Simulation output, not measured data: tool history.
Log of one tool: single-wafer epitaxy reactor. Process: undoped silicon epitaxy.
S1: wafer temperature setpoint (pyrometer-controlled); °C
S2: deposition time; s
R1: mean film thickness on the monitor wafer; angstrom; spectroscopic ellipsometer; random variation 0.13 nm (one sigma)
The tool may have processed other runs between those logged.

run 1 hour=0 | S1=655 S2=283 | R1=519.67
run 2 hour=8.8 | S1=657 S2=283 | R1=546.93
run 3 hour=15.5 | S1=658 S2=283 | R1=559.6
run 4 hour=22.6 | S1=659 S2=283 | R1=573.64
run 5 hour=29.7 | S1=659 S2=269 | R1=543.66
run 6 hour=32.1 | S1=665 S2=269 | R1=626.67

Predict the results of run 7:
run 7 hour=34.6 | S1=665 S2=269 | R1=?

{"run 7": {"R1": 629.73}}
